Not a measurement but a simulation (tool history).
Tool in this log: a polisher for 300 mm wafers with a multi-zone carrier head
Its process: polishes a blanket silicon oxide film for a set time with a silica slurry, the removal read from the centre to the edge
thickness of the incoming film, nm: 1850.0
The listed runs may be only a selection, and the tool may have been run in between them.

run,hour,flow of slurry (ml/min),pressure of the head's centre zone,pressure of the head's middle zone,pressure of the head's edge zone,abrasive content of the slurry,polishing time (s),film removed at the wafer's centre (angstrom),film removed at mid-radius (angstrom),film removed at the wafer's edge (angstrom)
1,0,260,1,1,1,1,58,2043,1958.6,1990.7
2,8.2,260,1.08,1,1,1,58,2169.3,1927.1,2029.1
3,14.1,260,1.08,1,1,1,47,1798,1591.6,1626.1
4,17,260,1.08,1,1,1,55,2107.5,1854.8,1906.5
5,23.6,265,1.04,1.05,1.02,1.1,55,2075.4,2049.2,1973.9
6,29.4,265,1.04,1.05,0.98,1.1,55,2133.5,2036.5,1942.7
7,36.9,265,1.02,1.08,1.02,1.2,55,2130.7,2204.5,2002.1
8,42.5,260,0.92,1.08,1.11,1.45,59,2146.5,2468.3,2380.5

What does the tool deliver on the next run?
9,48,265,0.93,1.1,1.11,1.45,59,?,?,?

{"run 9": {"film removed at the wafer's centre (angstrom)": 2205.8, "film removed at mid-radius (angstrom)": 2464.4, "film removed at the wafer's edge (angstrom)": 2418.6}}
